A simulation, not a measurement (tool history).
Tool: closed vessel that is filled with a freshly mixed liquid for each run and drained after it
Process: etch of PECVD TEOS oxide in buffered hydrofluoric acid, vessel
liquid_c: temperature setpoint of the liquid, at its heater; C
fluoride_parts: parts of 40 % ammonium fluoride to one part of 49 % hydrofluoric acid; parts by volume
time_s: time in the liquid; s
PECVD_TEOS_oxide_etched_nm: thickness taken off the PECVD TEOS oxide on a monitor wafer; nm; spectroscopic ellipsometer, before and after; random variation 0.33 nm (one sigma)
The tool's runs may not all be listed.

| run | day | liquid_c | fluoride_parts | time_s | PECVD_TEOS_oxide_etched_nm |
|---|---|---|---|---|---|
| 1 | 0.000 | 20.0 | 13.0 | 30 | 27.021 |
| 2 | 0.133 | 21.0 | 13.0 | 30 | 28.322 |
| 3 | 0.454 | 22.0 | 13.0 | 30 | 30.160 |
| 4 | 0.508 | 20.5 | 13.0 | 30 | 27.358 |
| 5 | 0.754 | 20.5 | 15.0 | 30 | 23.919 |
| 6 | 0.904 | 18.5 | 15.0 | 30 | 21.569 |
| 7 | 1.279 | 19.5 | 14.5 | 30 | 23.910 |
| 8 | 1.408 | 20.5 | 14.0 | 30 | 25.436 |
| 9 | 1.575 | 21.5 | 13.5 | 30 | 27.887 |
| 10 | 1.621 | 22.0 | 13.5 | 30 | 28.586 |

Run 11 comes next. What will it give?
| 11 | 2.004 | 22.5 | 13.5 | 30 | ? |

Run 11 gave PECVD_TEOS_oxide_etched_nm 29.436 nm.
